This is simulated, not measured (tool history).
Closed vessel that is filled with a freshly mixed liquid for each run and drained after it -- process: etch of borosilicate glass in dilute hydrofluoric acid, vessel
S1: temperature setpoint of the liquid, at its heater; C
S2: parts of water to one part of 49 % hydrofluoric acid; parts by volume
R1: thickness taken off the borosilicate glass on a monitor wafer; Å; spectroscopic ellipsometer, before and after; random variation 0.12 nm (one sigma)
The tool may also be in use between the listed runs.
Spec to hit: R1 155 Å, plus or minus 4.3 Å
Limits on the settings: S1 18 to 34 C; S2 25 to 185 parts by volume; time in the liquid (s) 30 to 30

run 1 hour=0 | S1=26 S2=105 time_in_the_liquid_(s)=30 | R1=90.613
run 2 hour=2.8 | S1=26 S2=105 time_in_the_liquid_(s)=30 | R1=89.255
run 3 hour=10.7 | S1=27 S2=100 time_in_the_liquid_(s)=30 | R1=98.626
run 4 hour=15.8 | S1=29.5 S2=100 time_in_the_liquid_(s)=30 | R1=111.31
run 5 hour=17.4 | S1=30 S2=100 time_in_the_liquid_(s)=30 | R1=111.34
run 6 hour=22.3 | S1=30.5 S2=100 time_in_the_liquid_(s)=30 | R1=113.4
run 7 hour=29 | S1=31 S2=100 time_in_the_liquid_(s)=30 | R1=117.16
run 8 hour=33.3 | S1=31.5 S2=100 time_in_the_liquid_(s)=30 | R1=117.74
run 9 hour=34.4 | S1=32 S2=100 time_in_the_liquid_(s)=30 | R1=121.1

Which one of the following 4 next-run settings gets every result inside its allowed miss? There is exactly one.
run A hour=35.5 | S1=33.5 S2=85 time_in_the_liquid_(s)=30 | R1=?
run B hour=35.5 | S1=33 S2=75 time_in_the_liquid_(s)=30 | R1=?
run C hour=35.5 | S1=31 S2=90 time_in_the_liquid_(s)=30 | R1=?
run D hour=35.5 | S1=32 S2=90 time_in_the_liquid_(s)=30 | R1=?

move=A R1=152.47
move=B R1=172.33
move=C R1=130.24
move=D R1=135.19
A: all results land within tolerance of their targets
B: the result that was furthest off in the last run now lies on the other side of its target
C: nearer than the last run, and not there yet
D: nearer than the last run, and not there yet
The right move is A.
